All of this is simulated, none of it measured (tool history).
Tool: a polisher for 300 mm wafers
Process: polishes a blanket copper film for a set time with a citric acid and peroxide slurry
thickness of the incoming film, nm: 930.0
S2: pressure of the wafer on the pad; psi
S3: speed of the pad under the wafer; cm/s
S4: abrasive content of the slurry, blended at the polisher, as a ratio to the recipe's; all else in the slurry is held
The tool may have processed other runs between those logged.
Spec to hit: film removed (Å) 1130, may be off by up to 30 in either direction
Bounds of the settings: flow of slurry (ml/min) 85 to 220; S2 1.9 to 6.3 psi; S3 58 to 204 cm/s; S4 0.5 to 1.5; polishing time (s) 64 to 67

Run 1, hour 0: flow of slurry (ml/min) 140, S2 4.1 psi, S3 130 cm/s, S4 1, polishing time (s) 64. Result: film removed (Å) 2025.7.
Run 2, hour 1.3: flow of slurry (ml/min) 140, S2 3.2 psi, S3 130 cm/s, S4 1, polishing time (s) 64. Result: film removed (Å) 1660.3.
Run 3, hour 2.9: flow of slurry (ml/min) 140, S2 3.2 psi, S3 130 cm/s, S4 0.8, polishing time (s) 64. Result: film removed (Å) 1594.
Run 4, hour 4.5: flow of slurry (ml/min) 140, S2 3.2 psi, S3 156 cm/s, S4 0.8, polishing time (s) 64. Result: film removed (Å) 1911.2.
Run 5, hour 10: flow of slurry (ml/min) 140, S2 3.9 psi, S3 156 cm/s, S4 0.8, polishing time (s) 64. Result: film removed (Å) 2201.1.
Run 6, hour 13.3: flow of slurry (ml/min) 140, S2 4.7 psi, S3 156 cm/s, S4 0.8, polishing time (s) 64. Result: film removed (Å) 2620.5.
Run 7, hour 19.1: flow of slurry (ml/min) 135, S2 4.2 psi, S3 150 cm/s, S4 0.8, polishing time (s) 64. Result: film removed (Å) 2266.2.
At hour 26.1: slurry blender recalibrated.
Run 8, hour 26.1: flow of slurry (ml/min) 135, S2 3.8 psi, S3 144 cm/s, S4 0.8, polishing time (s) 64. Result: film removed (Å) 2096.8.

Next run, 5 choices. One meets every target within its allowed miss, the rest don't. Which?
Run A, hour 33.1: flow of slurry (ml/min) 135, S2 3.1 psi, S3 90 cm/s, S4 0.85, polishing time (s) 64. Result: film removed (Å) ?.
Run B, hour 33.1: flow of slurry (ml/min) 150, S2 3.4 psi, S3 112 cm/s, S4 0.7, polishing time (s) 67. Result: film removed (Å) ?.
Run C, hour 33.1: flow of slurry (ml/min) 110, S2 4.6 psi, S3 174 cm/s, S4 0.7, polishing time (s) 67. Result: film removed (Å) ?.
Run D, hour 33.1: flow of slurry (ml/min) 135, S2 2.3 psi, S3 122 cm/s, S4 0.8, polishing time (s) 64. Result: film removed (Å) ?.
Run E, hour 33.1: flow of slurry (ml/min) 190, S2 2.1 psi, S3 106 cm/s, S4 0.85, polishing time (s) 64. Result: film removed (Å) ?.

move  film removed (Å)
   A            1148.3
   B            1576.9
   C              2959
   D            1196.4
   E            1040.1
A: every result lands within tolerance
B: nearer than the last run, and not there yet
C: moves away from the targets compared with the last run
D: nearer than the last run, and not there yet
E: carries the result that was furthest off beyond its target, to the other side
Move A is the one to make.
